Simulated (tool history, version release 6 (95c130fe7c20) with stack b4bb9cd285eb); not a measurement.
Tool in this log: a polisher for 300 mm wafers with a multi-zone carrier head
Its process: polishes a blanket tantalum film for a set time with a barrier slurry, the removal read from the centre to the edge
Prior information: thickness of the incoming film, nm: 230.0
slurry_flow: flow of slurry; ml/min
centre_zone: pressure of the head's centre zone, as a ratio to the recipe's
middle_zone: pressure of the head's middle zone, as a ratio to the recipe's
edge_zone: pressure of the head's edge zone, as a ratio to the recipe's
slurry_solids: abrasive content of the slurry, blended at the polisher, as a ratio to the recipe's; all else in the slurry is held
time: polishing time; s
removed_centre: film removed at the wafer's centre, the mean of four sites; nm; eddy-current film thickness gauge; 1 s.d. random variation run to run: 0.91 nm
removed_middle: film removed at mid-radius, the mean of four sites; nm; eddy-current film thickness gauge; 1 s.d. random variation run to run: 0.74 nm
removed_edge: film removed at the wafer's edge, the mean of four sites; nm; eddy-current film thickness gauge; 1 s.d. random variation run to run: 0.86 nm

run	day	slurry_flow	centre_zone	middle_zone	edge_zone	slurry_solids	time	removed_centre	removed_middle	removed_edge
1	0.000	295	1.00	1.00	1.00	1.00	54	54.928	52.402	51.446
2	0.142	300	1.00	1.04	1.00	1.10	55	57.592	56.260	53.893
3	0.488	305	0.99	1.07	0.98	1.15	56	59.421	60.800	54.458
4	0.662	305	0.99	1.07	0.91	1.15	56	59.487	59.357	53.276
5	0.712	305	0.99	1.09	0.93	1.20	56	59.572	61.941	54.795
6	1.004	310	1.00	1.11	0.94	1.25	56	60.058	62.283	55.539
7	1.146	315	1.00	1.13	0.93	1.30	57	63.715	66.760	56.774
8	1.188	315	0.99	1.14	0.94	1.35	57	61.549	69.311	58.517

Run 9, settings as shown, results not yet in. Your forecast:
9	1.358	320	1.00	1.15	0.94	1.35	57	?	?	?

removed_centre: 63.528 nm
removed_middle: 68.875 nm
removed_edge: 58.185 nm
